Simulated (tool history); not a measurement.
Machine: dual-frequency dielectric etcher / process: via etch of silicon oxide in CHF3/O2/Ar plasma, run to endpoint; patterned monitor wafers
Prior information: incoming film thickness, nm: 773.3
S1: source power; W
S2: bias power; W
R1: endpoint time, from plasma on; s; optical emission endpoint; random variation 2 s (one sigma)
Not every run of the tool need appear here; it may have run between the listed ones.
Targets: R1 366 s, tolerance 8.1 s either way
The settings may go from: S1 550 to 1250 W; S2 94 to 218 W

| run | hour | S1 | S2 | R1 |
|---|---|---|---|---|
| 1 | 0 | 900 | 156 | 334.35 |
| 2 | 8.8 | 870 | 154 | 340.48 |
| 3 | 14.4 | 840 | 153 | 345.74 |
| 4 | 17.9 | 840 | 165 | 341.02 |
| 5 | 22.1 | 820 | 164 | 343.68 |
| 6 | 29.9 | 960 | 164 | 311.54 |
| 7 | 37.4 | 920 | 163 | 323.15 |
| 8 | 40.6 | 890 | 162 | 329.66 |
| 9 | 46.2 | 860 | 161 | 336.6 |
| 10 | 47.8 | 680 | 154 | 396.45 |
| 11 | 52.1 | 700 | 154 | 388.26 |
| 12 | 61.2 | 710 | 154 | 385.92 |
| 13 | 69.1 | 710 | 154 | 391.17 |
| 14 | 74.5 | 720 | 154 | 383.87 |
| 15 | 77.3 | 730 | 154 | 378.29 |
| 16 | 81.7 | 740 | 154 | 378.7 |

Of the 4 settings listed for the next run, only one would bring every result within its allowed miss of target. Which one?
| A | 86.1 | 860 | 149 | ? |
| B | 86.1 | 810 | 139 | ? |
| C | 86.1 | 750 | 143 | ? |
| D | 86.1 | 790 | 169 | ? |

| move | R1 |
|---|---|
| A | 345.57 |
| B | 367.12 |
| C | 382.87 |
| D | 349.95 |
A: pushes the last run's worst result past its target
B: hits every target within its allowed miss
C: misses by more than the last run did
D: pushes the last run's worst result past its target
The move that meets every target is B.
